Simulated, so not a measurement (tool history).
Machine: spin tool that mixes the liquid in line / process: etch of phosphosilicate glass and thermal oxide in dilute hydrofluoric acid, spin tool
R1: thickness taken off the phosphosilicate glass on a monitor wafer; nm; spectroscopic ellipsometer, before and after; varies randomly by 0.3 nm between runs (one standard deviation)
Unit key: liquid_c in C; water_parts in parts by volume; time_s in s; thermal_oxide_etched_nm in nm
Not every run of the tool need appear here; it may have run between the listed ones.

Run 1, day 0.000: liquid_c 21.0 C, water_parts 240 parts by volume, time_s 140 s. Result: R1 49.762 nm, thermal_oxide_etched_nm 1.7194 nm.
Run 2, day 0.317: liquid_c 22.0 C, water_parts 235 parts by volume, time_s 140 s. Result: R1 52.995 nm, thermal_oxide_etched_nm 1.8743 nm.
Run 3, day 0.554: liquid_c 19.5 C, water_parts 235 parts by volume, time_s 140 s. Result: R1 48.162 nm, thermal_oxide_etched_nm 1.6917 nm.
Run 4, day 0.629: liquid_c 19.5 C, water_parts 285 parts by volume, time_s 140 s. Result: R1 37.883 nm, thermal_oxide_etched_nm 1.3490 nm.
Run 5, day 0.767: liquid_c 20.5 C, water_parts 275 parts by volume, time_s 140 s. Result: R1 41.160 nm, thermal_oxide_etched_nm 1.4469 nm.
Run 6, day 0.971: liquid_c 20.5 C, water_parts 275 parts by volume, time_s 110 s. Result: R1 32.422 nm, thermal_oxide_etched_nm 1.1170 nm.
Run 7, day 1.079: liquid_c 21.5 C, water_parts 260 parts by volume, time_s 110 s. Result: R1 36.269 nm, thermal_oxide_etched_nm 1.2743 nm.
Run 8, day 1.300: liquid_c 22.5 C, water_parts 250 parts by volume, time_s 110 s. Result: R1 39.232 nm, thermal_oxide_etched_nm 1.3669 nm.
Run 9, day 1.375: liquid_c 23.0 C, water_parts 240 parts by volume, time_s 110 s. Result: R1 42.154 nm, thermal_oxide_etched_nm 1.4858 nm.
Run 10, day 1.475: liquid_c 23.5 C, water_parts 230 parts by volume, time_s 110 s. Result: R1 44.945 nm, thermal_oxide_etched_nm 1.5917 nm.
Run 11, day 1.829: liquid_c 24.0 C, water_parts 220 parts by volume, time_s 110 s. Result: R1 48.851 nm, thermal_oxide_etched_nm 1.7245 nm.

For run 12, what comes out?
Run 12, day 1.938: liquid_c 24.5 C, water_parts 215 parts by volume, time_s 110 s. Result: R1 ?, thermal_oxide_etched_nm ?.

R1: 50.856 nm
thermal_oxide_etched_nm: 1.7855 nm

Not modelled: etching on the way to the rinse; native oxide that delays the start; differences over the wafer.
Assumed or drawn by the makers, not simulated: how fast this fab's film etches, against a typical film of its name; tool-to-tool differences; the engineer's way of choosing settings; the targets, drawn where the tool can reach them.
